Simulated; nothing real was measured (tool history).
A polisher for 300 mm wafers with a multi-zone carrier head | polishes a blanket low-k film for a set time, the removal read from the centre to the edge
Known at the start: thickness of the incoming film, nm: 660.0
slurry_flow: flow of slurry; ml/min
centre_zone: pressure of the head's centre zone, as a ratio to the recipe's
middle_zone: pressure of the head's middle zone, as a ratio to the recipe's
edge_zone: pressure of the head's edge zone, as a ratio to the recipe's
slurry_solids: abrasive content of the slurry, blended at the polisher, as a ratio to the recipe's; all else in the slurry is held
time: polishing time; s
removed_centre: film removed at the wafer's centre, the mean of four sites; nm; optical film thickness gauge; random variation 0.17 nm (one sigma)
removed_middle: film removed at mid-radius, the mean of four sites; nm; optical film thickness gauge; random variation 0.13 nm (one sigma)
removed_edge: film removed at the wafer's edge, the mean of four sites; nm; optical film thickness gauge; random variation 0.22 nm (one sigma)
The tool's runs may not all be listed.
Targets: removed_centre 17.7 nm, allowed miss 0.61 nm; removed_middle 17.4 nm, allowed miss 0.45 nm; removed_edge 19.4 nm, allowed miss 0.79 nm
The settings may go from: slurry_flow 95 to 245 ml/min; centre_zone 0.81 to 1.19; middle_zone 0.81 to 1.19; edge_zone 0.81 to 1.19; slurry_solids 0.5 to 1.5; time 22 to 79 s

run	hour	slurry_flow	centre_zone	middle_zone	edge_zone	slurry_solids	time	removed_centre	removed_middle	removed_edge
1	0	155	1	1	1	1	50	28.227	28.393	27.777
2	1.5	145	0.97	0.95	0.98	0.85	49	24.372	24.654	24.939
3	9.7	135	0.96	0.91	0.97	0.75	48	22.075	21.525	23.149
4	13.7	130	0.94	0.89	0.94	0.7	48	20.388	20.339	21.583
5	19.8	130	0.94	0.92	0.94	0.7	48	20.574	21.146	21.51
6	21.7	130	1.02	0.92	0.94	0.7	48	22.351	20.957	21.107
7	29.7	100	0.92	0.82	0.93	0.5	48	15.579	15.053	17.659
8	32.7	115	0.92	0.83	0.93	0.5	48	16.149	15.564	17.843
9	34.4	130	0.91	0.84	0.94	0.5	48	16.278	16.012	17.654
10	37.1	135	0.92	0.85	0.97	0.5	48	16.239	16.41	18.023
11	44.5	140	0.93	0.85	0.99	0.5	48	16.578	16.508	18.53
12	52.1	150	0.94	0.85	1	0.5	48	17.19	16.643	18.744
13	54.6	155	0.94	0.85	1.01	0.5	48	17.428	16.684	18.795

4 next moves are on the table. One of them brings every result within its allowed miss. Which?
A	57.1	165	0.91	0.88	0.95	0.5	46	?	?	?
B	57.1	140	0.93	0.86	0.98	0.7	42	?	?	?
C	57.1	100	0.98	0.83	0.89	0.55	52	?	?	?
D	57.1	140	0.88	0.88	1.03	0.5	49	?	?	?

move	removed_centre	removed_middle	removed_edge
A	16.196	16.672	17.33
B	17.854	17.696	19.117
C	19.123	17.598	19.154
D	16.241	17.347	18.761
A: further off than the last run
B: meets every target
C: brings the result that was furthest off to its target, and leaves another outside
D: brings the result that was furthest off to its target, and leaves another outside
The right move is B.
